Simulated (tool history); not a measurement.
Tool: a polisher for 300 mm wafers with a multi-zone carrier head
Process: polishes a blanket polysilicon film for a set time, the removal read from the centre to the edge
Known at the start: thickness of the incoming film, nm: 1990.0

run	day	flow of slurry (ml/min)	pressure of the head's centre zone	pressure of the head's middle zone	pressure of the head's edge zone	polishing time (s)	film removed at the wafer's centre (Å)	film removed at mid-radius (Å)	film removed at the wafer's edge (Å)
1	0	305	1	1	1	48	4124.1	4083.5	4180.6
2	0.321	305	1	1	1	36	3049.6	3059.7	3027.9
3	0.446	305	1.01	0.99	0.99	36	3112	3008	3110.7
4	0.592	305	1.06	0.99	0.99	36	3282.8	3089.5	3169
5	0.725	305	1.06	0.99	0.94	36	3299.7	3035.5	3044.3
6	0.942	305	1.1	0.99	0.94	36	3404.4	3064.9	3011.8
7	1.246	305	1.1	0.99	0.94	36	3412.3	3021.3	3057.6
8	1.433	305	1.1	0.99	0.94	36	3408.2	3059.7	3005.8

Run 9 comes next. What will it give?
9	1.504	305	1.09	0.98	0.93	36	?	?	?

Run 9 gave film removed at the wafer's centre (Å) 3353.9, film removed at mid-radius (Å) 3031.5, film removed at the wafer's edge (Å) 3015.2.
